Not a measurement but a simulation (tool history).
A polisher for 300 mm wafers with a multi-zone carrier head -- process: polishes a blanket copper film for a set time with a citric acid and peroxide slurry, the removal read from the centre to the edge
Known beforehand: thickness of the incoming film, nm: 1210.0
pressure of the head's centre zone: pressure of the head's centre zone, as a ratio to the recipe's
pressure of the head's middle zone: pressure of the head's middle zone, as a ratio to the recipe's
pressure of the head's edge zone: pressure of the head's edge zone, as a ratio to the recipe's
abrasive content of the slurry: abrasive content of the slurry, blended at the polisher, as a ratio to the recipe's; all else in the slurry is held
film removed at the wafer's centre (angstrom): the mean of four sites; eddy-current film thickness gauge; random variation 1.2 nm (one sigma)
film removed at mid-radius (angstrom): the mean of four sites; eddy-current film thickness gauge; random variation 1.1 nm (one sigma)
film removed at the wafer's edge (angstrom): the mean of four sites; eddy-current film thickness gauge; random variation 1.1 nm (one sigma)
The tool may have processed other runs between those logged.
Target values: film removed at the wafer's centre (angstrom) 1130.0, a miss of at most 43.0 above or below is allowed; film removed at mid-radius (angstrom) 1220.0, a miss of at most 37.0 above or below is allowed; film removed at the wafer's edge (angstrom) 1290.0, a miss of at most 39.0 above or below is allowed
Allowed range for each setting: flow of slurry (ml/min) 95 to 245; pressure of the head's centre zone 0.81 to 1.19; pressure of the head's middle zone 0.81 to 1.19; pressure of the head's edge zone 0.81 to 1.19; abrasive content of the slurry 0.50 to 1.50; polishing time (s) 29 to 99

run,hour,flow of slurry (ml/min),pressure of the head's centre zone,pressure of the head's middle zone,pressure of the head's edge zone,abrasive content of the slurry,polishing time (s),film removed at the wafer's centre (angstrom),film removed at mid-radius (angstrom),film removed at the wafer's edge (angstrom)
1,0.0,155,1.00,1.00,1.00,1.00,64,1727.9,1635.5,1628.5
2,1.1,155,1.00,1.00,1.00,1.00,77,2122.1,1994.3,1963.4
3,4.7,155,1.00,1.00,1.06,1.00,77,2104.0,1981.6,2013.0
4,6.7,145,0.97,0.99,1.04,0.90,73,1856.7,1808.8,1841.9
5,11.6,140,0.95,0.97,1.02,0.80,70,1725.0,1667.4,1741.9
# hour 15.8: centre zone pressure recalibrated
6,15.8,140,0.95,0.97,1.02,0.95,70,1680.1,1711.4,1811.0
7,23.4,135,0.93,0.97,1.01,0.85,67,1587.9,1606.9,1656.3
8,24.5,130,0.91,0.96,1.00,0.80,65,1488.6,1538.0,1602.0
9,29.6,115,0.84,0.90,0.90,0.55,54,1088.6,1141.5,1179.7
10,36.2,115,0.84,0.90,0.90,0.55,54,1094.1,1148.4,1182.7
11,41.0,120,0.84,0.90,0.92,0.55,54,1120.2,1138.1,1197.9
12,44.3,120,0.84,0.91,0.93,0.60,54,1096.8,1165.2,1212.8
13,50.7,125,0.84,0.91,0.94,0.60,54,1122.0,1171.7,1242.4
14,52.0,130,0.84,0.91,0.94,0.60,54,1120.0,1171.8,1246.1
15,52.6,135,0.84,0.92,0.94,0.60,54,1134.0,1195.3,1247.0

Consider the 5 candidate settings below. Which is the only one whose results all fall within their allowed miss of target?
A,53.2,125,0.87,0.98,0.92,0.70,56,?,?,?
B,53.2,135,0.89,0.95,0.89,0.60,52,?,?,?
C,53.2,145,0.88,0.96,0.92,0.60,56,?,?,?
D,53.2,160,0.83,0.93,0.99,0.75,52,?,?,?
E,53.2,125,0.94,1.04,0.97,0.65,50,?,?,?

move,film removed at the wafer's centre (angstrom),film removed at mid-radius (angstrom),film removed at the wafer's edge (angstrom)
A,1199.6,1303.8,1306.5
B,1127.3,1173.0,1185.0
C,1218.6,1287.5,1305.1
D,1130.5,1209.8,1299.1
E,1122.7,1213.6,1185.1
A: the furthest-off result lands on target, but another misses its tolerance
B: further off than the last run
C: the furthest-off result lands on target, but another misses its tolerance
D: every result lands within tolerance
E: further off than the last run
Correct choice: D, which meets every target
